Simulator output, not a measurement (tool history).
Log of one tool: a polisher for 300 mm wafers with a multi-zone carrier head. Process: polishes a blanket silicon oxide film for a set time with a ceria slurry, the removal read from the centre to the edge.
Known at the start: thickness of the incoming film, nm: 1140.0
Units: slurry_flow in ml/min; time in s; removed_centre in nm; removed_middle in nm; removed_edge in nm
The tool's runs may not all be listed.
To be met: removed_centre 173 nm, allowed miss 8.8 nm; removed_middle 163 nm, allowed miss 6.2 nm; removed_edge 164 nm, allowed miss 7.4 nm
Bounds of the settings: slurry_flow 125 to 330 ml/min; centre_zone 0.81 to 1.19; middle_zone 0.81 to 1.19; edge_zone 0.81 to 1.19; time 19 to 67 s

run 1 hour=0 | slurry_flow=210 centre_zone=1 middle_zone=1 edge_zone=1 time=43 | removed_centre=122.04 removed_middle=120.94 removed_edge=117.4
run 2 hour=2.2 | slurry_flow=210 centre_zone=1.01 middle_zone=1 edge_zone=1.01 time=44 | removed_centre=127.4 removed_middle=124.62 removed_edge=125.46
run 3 hour=7.6 | slurry_flow=215 centre_zone=1.03 middle_zone=1.02 edge_zone=1.02 time=44 | removed_centre=125.66 removed_middle=124.77 removed_edge=124.6
run 4 hour=8.4 | slurry_flow=215 centre_zone=1.03 middle_zone=1.02 edge_zone=1.02 time=36 | removed_centre=104.36 removed_middle=103.75 removed_edge=100.5
run 5 hour=11.6 | slurry_flow=215 centre_zone=1.08 middle_zone=1.02 edge_zone=1.02 time=36 | removed_centre=109.49 removed_middle=101.95 removed_edge=99.573
run 6 hour=15.2 | slurry_flow=255 centre_zone=1.08 middle_zone=1.02 edge_zone=1.02 time=36 | removed_centre=111.75 removed_middle=107.84 removed_edge=102.46
run 7 hour=17.1 | slurry_flow=265 centre_zone=1.11 middle_zone=1.02 edge_zone=1.12 time=48 | removed_centre=151.03 removed_middle=142.15 removed_edge=141.87
run 8 hour=23.1 | slurry_flow=265 centre_zone=1.11 middle_zone=1.02 edge_zone=1.12 time=49 | removed_centre=155.53 removed_middle=143.85 removed_edge=148.48
run 9 hour=25 | slurry_flow=275 centre_zone=1.12 middle_zone=1.04 edge_zone=1.13 time=51 | removed_centre=166.06 removed_middle=152.72 removed_edge=155.63
run 10 hour=33 | slurry_flow=280 centre_zone=1.12 middle_zone=1.06 edge_zone=1.14 time=52 | removed_centre=168.18 removed_middle=158.23 removed_edge=159.71

5 next moves are on the table. One of them brings every result within its allowed miss. Which?
run A hour=41 | slurry_flow=280 centre_zone=1.01 middle_zone=1.12 edge_zone=0.95 time=55 | removed_centre=? removed_middle=? removed_edge=?
run B hour=41 | slurry_flow=300 centre_zone=1.12 middle_zone=1.16 edge_zone=1.11 time=51 | removed_centre=? removed_middle=? removed_edge=?
run C hour=41 | slurry_flow=250 centre_zone=1.07 middle_zone=0.87 edge_zone=1.19 time=55 | removed_centre=? removed_middle=? removed_edge=?
run D hour=41 | slurry_flow=300 centre_zone=1.03 middle_zone=1.03 edge_zone=1.19 time=50 | removed_centre=? removed_middle=? removed_edge=?
run E hour=41 | slurry_flow=235 centre_zone=1.08 middle_zone=1.04 edge_zone=1.08 time=56 | removed_centre=? removed_middle=? removed_edge=?

move=A removed_centre=163.57 removed_middle=173.08 removed_edge=154.17
move=B removed_centre=169.7 removed_middle=164.85 removed_edge=155.07
move=C removed_centre=170.66 removed_middle=148.71 removed_edge=171.13
move=D removed_centre=152.82 removed_middle=151.06 removed_edge=157.77
move=E removed_centre=173.99 removed_middle=165.35 removed_edge=164.55
A: takes the result that was furthest off past its target
B: brings the result that was furthest off to its target, and leaves another outside
C: further off than the last run
D: further off than the last run
E: meets every target
The right move is E.
